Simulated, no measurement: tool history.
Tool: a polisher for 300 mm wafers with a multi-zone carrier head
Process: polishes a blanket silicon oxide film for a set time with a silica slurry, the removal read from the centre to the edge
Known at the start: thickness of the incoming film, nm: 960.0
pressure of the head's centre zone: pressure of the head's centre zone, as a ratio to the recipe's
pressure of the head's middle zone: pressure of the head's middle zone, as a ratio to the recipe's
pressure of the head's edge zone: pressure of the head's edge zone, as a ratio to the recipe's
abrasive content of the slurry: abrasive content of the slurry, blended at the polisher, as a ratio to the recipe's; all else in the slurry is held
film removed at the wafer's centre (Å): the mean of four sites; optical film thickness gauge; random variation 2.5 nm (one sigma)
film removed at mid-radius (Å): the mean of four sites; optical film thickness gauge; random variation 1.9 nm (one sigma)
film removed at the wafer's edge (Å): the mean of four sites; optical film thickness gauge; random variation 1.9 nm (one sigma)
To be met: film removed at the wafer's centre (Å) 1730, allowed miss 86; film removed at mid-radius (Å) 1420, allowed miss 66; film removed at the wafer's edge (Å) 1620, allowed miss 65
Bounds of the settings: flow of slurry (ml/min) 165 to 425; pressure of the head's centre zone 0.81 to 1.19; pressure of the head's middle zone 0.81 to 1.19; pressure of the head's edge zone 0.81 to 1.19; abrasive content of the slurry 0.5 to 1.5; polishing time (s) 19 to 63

run	hour	flow of slurry (ml/min)	pressure of the head's centre zone	pressure of the head's middle zone	pressure of the head's edge zone	abrasive content of the slurry	polishing time (s)	film removed at the wafer's centre (Å)	film removed at mid-radius (Å)	film removed at the wafer's edge (Å)
1	0	275	1	1	1	1	41	1711.3	1721.1	1741.3
2	4.9	275	1	1	1	1.2	41	1850.6	1852.6	1892.1
3	8	275	1	1.03	1	1.2	41	1867.2	1858.4	1893.5
4	12.2	270	1.02	1.01	1.01	1.15	41	1820.7	1826.9	1859
5	16.1	280	1.04	0.98	1.02	1.1	41	1807.8	1752.5	1808.7
6	18.7	280	1	0.98	1.02	1.1	41	1795.5	1743.8	1833
7	23.2	280	1	0.98	1.02	1.1	41	1803.5	1754.7	1817.6
8	26.7	285	1.01	0.96	1.03	1.1	41	1798.5	1734.7	1806
9	32.6	280	1.02	0.94	1.04	1.1	41	1858.8	1722.7	1835.3
10	37.9	280	1.02	0.92	1.04	1.05	41	1780.6	1709.5	1806.7
11	43.2	290	1.04	0.91	1.06	1	41	1811.7	1620	1790.6

4 next moves are on the table. One of them brings every result within its allowed miss. Which?
A	48.5	245	0.9	0.87	1.15	0.95	45	?	?	?
B	48.5	285	1.15	0.87	1.07	1.3	33	?	?	?
C	48.5	240	1	1.04	0.85	1.05	40	?	?	?
D	48.5	300	0.84	1.12	0.84	1.2	42	?	?	?

move	film removed at the wafer's centre (Å)	film removed at mid-radius (Å)	film removed at the wafer's edge (Å)
A	1642.7	1674.9	2012.1
B	1713.1	1413.3	1631
C	1658.9	1739.2	1605.1
D	1634.2	2080.2	1800.7
A: further off than the last run
B: meets every target
C: further off than the last run
D: further off than the last run
The right move is B.

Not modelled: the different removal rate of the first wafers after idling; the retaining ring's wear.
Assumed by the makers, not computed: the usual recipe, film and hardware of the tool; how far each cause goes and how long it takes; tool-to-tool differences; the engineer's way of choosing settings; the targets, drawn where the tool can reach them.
